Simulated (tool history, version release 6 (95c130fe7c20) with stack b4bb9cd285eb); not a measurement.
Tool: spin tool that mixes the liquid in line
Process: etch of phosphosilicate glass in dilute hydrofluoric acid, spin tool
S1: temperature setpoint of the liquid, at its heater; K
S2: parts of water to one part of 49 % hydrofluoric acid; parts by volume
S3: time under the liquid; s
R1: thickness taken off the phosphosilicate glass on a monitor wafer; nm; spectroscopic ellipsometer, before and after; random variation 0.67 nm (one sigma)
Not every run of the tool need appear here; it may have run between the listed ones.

run,hour,S1,S2,S3,R1
1,0,297.15,80,55,41.474
2,4,297.15,80,55,41.469
3,8.7,297.15,105,55,30.231
4,15.7,298.15,100,55,33.522
5,18.1,298.65,95,55,35.737
6,19.9,299.15,90,55,39.054
7,24.9,299.65,85,55,42.697
8,29.4,300.15,80,55,46.762
9,33.1,304.15,50,55,91.115

For run 10, what comes out?
10,35.5,303.15,50,55,?

{"run 10": {"R1": 88.031}}
